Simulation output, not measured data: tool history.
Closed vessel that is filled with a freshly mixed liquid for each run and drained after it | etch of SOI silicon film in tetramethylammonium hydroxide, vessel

| run | day | temperature setpoint of the liquid (°C) | concentration of hydroxide in the mixed liquid (% by weight) | time in the liquid (s) | thickness taken off the SOI silicon film on a monitor wafer (nm) |
|---|---|---|---|---|---|
| 1 | 0 | 62 | 12.5 | 85 | 354.28 |
| 2 | 0.129 | 63 | 12.5 | 85 | 371.56 |
| 3 | 0.375 | 64 | 12.5 | 85 | 400.54 |
| 4 | 0.588 | 67.5 | 12.5 | 85 | 489.28 |
| 5 | 0.704 | 68 | 12.5 | 85 | 507.28 |
| 6 | 0.95 | 68 | 14.5 | 85 | 474.82 |

The next listed run, before its measurement:
| 7 | 1.258 | 68 | 14.5 | 85 | ? |

Run 7 gave thickness taken off the SOI silicon film on a monitor wafer (nm) 471.45.
